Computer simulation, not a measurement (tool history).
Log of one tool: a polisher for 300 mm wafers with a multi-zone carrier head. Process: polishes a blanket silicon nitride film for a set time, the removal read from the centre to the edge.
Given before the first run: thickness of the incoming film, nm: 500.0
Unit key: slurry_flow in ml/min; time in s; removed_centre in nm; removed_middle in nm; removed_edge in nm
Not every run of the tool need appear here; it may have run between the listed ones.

run	hour	slurry_flow	centre_zone	middle_zone	edge_zone	time	removed_centre	removed_middle	removed_edge
1	0.0	185	1.00	1.00	1.00	60	103.15	102.08	99.511
2	7.0	195	0.99	1.00	1.04	62	107.66	104.24	106.680
3	12.4	195	0.99	1.05	1.04	62	106.93	108.03	105.710
4	13.0	155	0.99	1.05	1.04	62	100.18	103.92	103.050
# hour 15.9: slurry nozzle cleaned
5	15.9	155	0.99	0.97	1.04	62	107.37	102.19	108.530
6	19.9	155	0.99	0.97	0.98	62	106.97	103.63	105.350
7	24.0	165	0.97	0.97	0.98	64	109.91	108.90	109.030
8	30.3	175	0.95	0.96	0.99	65	109.38	110.45	111.550
9	37.1	180	0.94	0.96	1.00	66	112.04	110.40	116.180
10	44.0	185	0.93	0.97	1.00	67	112.01	116.22	115.400
11	45.7	190	0.92	0.96	1.01	68	112.44	116.12	120.110
12	47.7	190	0.92	0.96	1.01	68	114.18	117.47	118.320

Expected results for the next run?
13	52.0	195	0.91	0.96	1.02	69	?	?	?

Run 13 measured removed_centre 114.66 nm, removed_middle 119.45 nm, removed_edge 121.350 nm.
